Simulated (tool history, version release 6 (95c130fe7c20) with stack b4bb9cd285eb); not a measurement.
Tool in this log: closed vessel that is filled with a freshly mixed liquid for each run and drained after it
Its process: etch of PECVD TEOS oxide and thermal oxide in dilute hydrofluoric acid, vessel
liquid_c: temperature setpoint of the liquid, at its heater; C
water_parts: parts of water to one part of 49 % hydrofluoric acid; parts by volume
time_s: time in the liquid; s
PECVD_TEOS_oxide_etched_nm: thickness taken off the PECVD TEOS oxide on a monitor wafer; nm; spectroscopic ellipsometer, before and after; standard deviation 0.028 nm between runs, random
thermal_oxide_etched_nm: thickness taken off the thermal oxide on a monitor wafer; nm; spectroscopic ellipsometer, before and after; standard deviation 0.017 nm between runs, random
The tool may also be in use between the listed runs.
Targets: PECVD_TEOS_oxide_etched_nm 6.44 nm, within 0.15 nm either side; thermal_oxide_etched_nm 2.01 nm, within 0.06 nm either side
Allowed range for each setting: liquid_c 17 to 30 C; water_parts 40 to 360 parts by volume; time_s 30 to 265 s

run  hour  liquid_c  water_parts  time_s  PECVD_TEOS_oxide_etched_nm  thermal_oxide_etched_nm
  1     0        22          200     135                      8.8119                   2.7486
  2   1.1      21.5          205     135                      8.3206                   2.6101
  3   6.5        21          205     135                      8.2031                   2.5868
  4  10.8      20.5          210     135                      7.8173                   2.4897
  5    14      20.5          235     135                      6.8255                   2.1064
  6  22.6      20.5          280     135                      5.5142                   1.7014
  7  29.6        21          280     135                      5.6008                   1.7692
  8  34.2      21.5          280     135                       5.643                   1.7866
  9  38.1      22.5          270     135                      6.1681                    1.941

Pick the move, out of 5, that brings all results within their allowed miss; only one does.
  A    42        18          195     120                           ?                        ?
  B    42        25          230     110                           ?                        ?
  C    42        25          240     105                           ?                        ?
  D    42      27.5          285     135                           ?                        ?
  E    42      25.5          325     160                           ?                        ?

move  PECVD_TEOS_oxide_etched_nm  thermal_oxide_etched_nm
   A                      6.8642                    2.123
   B                      6.7063                   2.0742
   C                      6.0701                   1.8774
   D                      6.8326                   2.1133
   E                      6.3748                   1.9716
A: takes the biggest miss from the last run beyond its target
B: takes the biggest miss from the last run beyond its target
C: moves away from the targets compared with the last run
D: takes the biggest miss from the last run beyond its target
E: in spec on every target
So the answer is move E, the one that meets all the targets.
